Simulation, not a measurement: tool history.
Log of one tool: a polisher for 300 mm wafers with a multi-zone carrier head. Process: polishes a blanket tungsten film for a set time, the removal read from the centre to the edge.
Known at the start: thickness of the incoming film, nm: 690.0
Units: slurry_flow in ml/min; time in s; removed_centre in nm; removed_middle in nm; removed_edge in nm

run,hour,slurry_flow,centre_zone,middle_zone,edge_zone,slurry_solids,time,removed_centre,removed_middle,removed_edge
1,0.0,135,1.00,1.00,1.00,1.00,47,181.070,188.530,188.140
2,2.1,135,1.00,1.08,1.00,1.00,47,182.180,193.620,188.180
3,4.5,135,1.00,1.08,1.00,1.10,47,189.300,200.640,194.690
4,13.3,130,1.00,1.07,0.99,1.05,45,174.380,184.980,178.140
5,22.1,125,1.00,1.05,0.98,1.00,44,168.810,177.320,170.910
6,26.7,120,1.00,1.04,0.98,0.95,42,158.600,163.890,161.870
7,33.6,120,0.99,1.04,0.97,0.90,40,145.930,155.860,147.430
8,36.1,115,0.99,1.03,0.97,0.85,39,136.830,144.790,142.690
9,39.9,115,0.99,1.02,0.96,0.80,38,134.200,139.810,139.600
10,42.5,115,0.99,1.02,0.95,0.75,37,128.010,134.530,131.070
11,43.2,115,0.99,1.01,0.94,0.70,36,125.730,126.740,125.300
12,49.6,115,0.98,1.01,0.93,0.70,35,116.180,124.670,123.080
13,51.8,115,0.98,1.01,0.92,0.70,35,116.680,124.640,121.620
14,54.1,115,0.98,1.01,0.91,0.70,35,116.060,125.480,119.420

The next listed run, before its measurement:
15,57.5,105,0.95,0.92,0.83,0.50,29,?,?,?

{"run 15": {"removed_centre": 85.001, "removed_middle": 87.726, "removed_edge": 86.657}}
